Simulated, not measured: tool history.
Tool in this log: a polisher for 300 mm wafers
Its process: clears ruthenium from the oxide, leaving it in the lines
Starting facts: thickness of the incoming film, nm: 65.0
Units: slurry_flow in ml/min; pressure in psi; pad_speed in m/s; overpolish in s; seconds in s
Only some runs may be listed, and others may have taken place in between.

run 1 day=0.000 | slurry_flow=180 pressure=2.0 pad_speed=0.84 overpolish=46 | seconds=68.096
run 2 day=0.329 | slurry_flow=180 pressure=2.1 pad_speed=0.84 overpolish=46 | seconds=64.476
run 3 day=0.450 | slurry_flow=180 pressure=2.1 pad_speed=0.96 overpolish=46 | seconds=56.156
run 4 day=0.508 | slurry_flow=165 pressure=2.1 pad_speed=0.96 overpolish=46 | seconds=57.114
run 5 day=0.588 | slurry_flow=165 pressure=2.1 pad_speed=0.96 overpolish=50 | seconds=57.009
run 6 day=0.842 | slurry_flow=165 pressure=2.2 pad_speed=0.96 overpolish=50 | seconds=56.417

What will run 7 give?
run 7 day=1.092 | slurry_flow=170 pressure=2.3 pad_speed=0.96 overpolish=50 | seconds=?

Run 7 yielded seconds 52.856 s.
